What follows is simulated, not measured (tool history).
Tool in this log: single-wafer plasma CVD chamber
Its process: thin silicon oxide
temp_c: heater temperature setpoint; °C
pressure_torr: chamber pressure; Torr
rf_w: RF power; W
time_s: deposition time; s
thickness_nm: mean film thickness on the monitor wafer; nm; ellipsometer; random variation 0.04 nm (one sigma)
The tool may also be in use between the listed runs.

run 1 day=0 | temp_c=420 pressure_torr=0.773 rf_w=220 time_s=5.43 | thickness_nm=8.4168
run 2 day=0.088 | temp_c=420 pressure_torr=0.773 rf_w=220 time_s=5.43 | thickness_nm=8.3931
run 3 day=0.146 | temp_c=420 pressure_torr=0.738 rf_w=220 time_s=5.43 | thickness_nm=8.0861
run 4 day=0.196 | temp_c=426 pressure_torr=0.738 rf_w=220 time_s=5.43 | thickness_nm=8.1119
run 5 day=0.271 | temp_c=426 pressure_torr=0.709 rf_w=220 time_s=5.43 | thickness_nm=7.6504
run 6 day=0.429 | temp_c=426 pressure_torr=0.834 rf_w=220 time_s=5.43 | thickness_nm=8.9916

Predict the results of run 7:
run 7 day=0.662 | temp_c=426 pressure_torr=0.782 rf_w=220 time_s=5.43 | thickness_nm=?

Run 7 measured thickness_nm 8.4836 nm.
